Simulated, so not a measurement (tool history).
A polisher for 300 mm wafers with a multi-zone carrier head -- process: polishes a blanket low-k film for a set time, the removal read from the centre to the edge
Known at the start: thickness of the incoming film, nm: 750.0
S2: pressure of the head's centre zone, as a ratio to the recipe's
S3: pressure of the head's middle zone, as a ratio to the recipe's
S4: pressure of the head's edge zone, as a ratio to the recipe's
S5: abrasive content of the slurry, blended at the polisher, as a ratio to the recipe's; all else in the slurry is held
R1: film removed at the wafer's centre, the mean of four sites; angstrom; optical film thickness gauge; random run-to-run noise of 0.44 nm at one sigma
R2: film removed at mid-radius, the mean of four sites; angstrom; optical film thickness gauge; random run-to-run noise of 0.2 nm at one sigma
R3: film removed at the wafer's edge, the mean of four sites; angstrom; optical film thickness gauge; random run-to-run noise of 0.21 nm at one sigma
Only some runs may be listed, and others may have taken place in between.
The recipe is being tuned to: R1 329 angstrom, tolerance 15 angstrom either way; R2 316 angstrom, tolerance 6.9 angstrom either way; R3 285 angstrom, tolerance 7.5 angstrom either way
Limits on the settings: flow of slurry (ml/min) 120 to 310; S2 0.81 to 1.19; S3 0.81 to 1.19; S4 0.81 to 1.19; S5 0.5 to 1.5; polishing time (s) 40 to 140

run 1 hour=0 | flow_of_slurry_(ml/min)=200 S2=1 S3=1 S4=1 S5=1 polishing_time_(s)=90 | R1=236.18 R2=241.17 R3=250.12
run 2 hour=6.4 | flow_of_slurry_(ml/min)=200 S2=1 S3=1 S4=1 S5=1 polishing_time_(s)=81 | R1=212.21 R2=216.77 R3=219.27
run 3 hour=9.9 | flow_of_slurry_(ml/min)=165 S2=1 S3=1 S4=1 S5=1 polishing_time_(s)=81 | R1=206.21 R2=211.46 R3=219.62
run 4 hour=13.5 | flow_of_slurry_(ml/min)=190 S2=1.06 S3=1.05 S4=1.03 S5=1.1 polishing_time_(s)=81 | R1=243.99 R2=235.78 R3=238.47
run 5 hour=20.8 | flow_of_slurry_(ml/min)=215 S2=1.08 S3=1.09 S4=1.04 S5=1.15 polishing_time_(s)=81 | R1=255.15 R2=250.04 R3=250.53
run 6 hour=27.5 | flow_of_slurry_(ml/min)=215 S2=1.08 S3=1.02 S4=1.04 S5=1.15 polishing_time_(s)=81 | R1=251.96 R2=242.39 R3=253.84
run 7 hour=35.7 | flow_of_slurry_(ml/min)=270 S2=1.14 S3=1.12 S4=0.99 S5=1.4 polishing_time_(s)=82 | R1=300.1 R2=290.6 R3=274.74
run 8 hour=44.7 | flow_of_slurry_(ml/min)=275 S2=1.16 S3=1.14 S4=0.99 S5=1.45 polishing_time_(s)=82 | R1=323.38 R2=294.89 R3=280.93
run 9 hour=47.1 | flow_of_slurry_(ml/min)=280 S2=1.16 S3=1.16 S4=0.98 S5=1.45 polishing_time_(s)=82 | R1=311.55 R2=301.74 R3=276.07

Next run, 5 choices. One meets every target within its allowed miss, the rest don't. Which?
run A hour=49.5 | flow_of_slurry_(ml/min)=305 S2=1.03 S3=1.19 S4=0.91 S5=1.45 polishing_time_(s)=87 | R1=? R2=? R3=?
run B hour=49.5 | flow_of_slurry_(ml/min)=300 S2=1.08 S3=1.19 S4=0.97 S5=1.5 polishing_time_(s)=83 | R1=? R2=? R3=?
run C hour=49.5 | flow_of_slurry_(ml/min)=280 S2=1.19 S3=1.19 S4=0.99 S5=1.5 polishing_time_(s)=83 | R1=? R2=? R3=?
run D hour=49.5 | flow_of_slurry_(ml/min)=250 S2=1.11 S3=1.1 S4=0.97 S5=1.5 polishing_time_(s)=81 | R1=? R2=? R3=?
run E hour=49.5 | flow_of_slurry_(ml/min)=310 S2=1.15 S3=1.19 S4=0.9 S5=1.35 polishing_time_(s)=90 | R1=? R2=? R3=?

move=A R1=300.69 R2=328.06 R3=287.51
move=B R1=304.78 R2=316.95 R3=286.59
move=C R1=333.9 R2=314.93 R3=288.2
move=D R1=300.35 R2=290.62 R3=276.61
move=E R1=337.07 R2=328.86 R3=286.81
A: moves the result that the last run missed by most past its target, out the other side
B: the worst result of the last run now meets its target, but another is out of spec
C: all results land within tolerance of their targets
D: its largest miss is bigger than the last run's
E: moves the result that the last run missed by most past its target, out the other side
Answer: C
